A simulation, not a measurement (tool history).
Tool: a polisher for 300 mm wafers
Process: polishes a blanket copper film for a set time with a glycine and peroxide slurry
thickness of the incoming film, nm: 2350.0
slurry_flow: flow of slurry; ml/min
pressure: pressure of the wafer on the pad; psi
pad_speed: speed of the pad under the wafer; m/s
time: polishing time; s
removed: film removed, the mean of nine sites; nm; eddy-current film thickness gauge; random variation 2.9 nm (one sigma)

{"run": 1, "hour": 0.0, "slurry_flow": 145, "pressure": 2.6, "pad_speed": 0.98, "time": 31, "removed": 178.39}
{"run": 2, "hour": 6.0, "slurry_flow": 160, "pressure": 2.6, "pad_speed": 0.98, "time": 31, "removed": 181.85}
{"run": 3, "hour": 7.3, "slurry_flow": 175, "pressure": 2.6, "pad_speed": 0.98, "time": 31, "removed": 188.17}
{"run": 4, "hour": 14.1, "slurry_flow": 180, "pressure": 2.8, "pad_speed": 0.98, "time": 31, "removed": 195.13}
{"run": 5, "hour": 17.6, "slurry_flow": 180, "pressure": 2.8, "pad_speed": 0.98, "time": 31, "removed": 194.69}
{"run": 6, "hour": 21.9, "slurry_flow": 180, "pressure": 2.8, "pad_speed": 0.98, "time": 27, "removed": 167.71}
{"run": 7, "hour": 22.5, "slurry_flow": 190, "pressure": 3.5, "pad_speed": 1.02, "time": 27, "removed": 203.13}
{"run": 8, "hour": 26.0, "slurry_flow": 190, "pressure": 3.6, "pad_speed": 1.06, "time": 27, "removed": 218.41}

Forecast run 9:
{"run": 9, "hour": 28.3, "slurry_flow": 190, "pressure": 3.7, "pad_speed": 1.08, "time": 27, "removed": "?"}

Run 9 gave removed 216.56 nm.

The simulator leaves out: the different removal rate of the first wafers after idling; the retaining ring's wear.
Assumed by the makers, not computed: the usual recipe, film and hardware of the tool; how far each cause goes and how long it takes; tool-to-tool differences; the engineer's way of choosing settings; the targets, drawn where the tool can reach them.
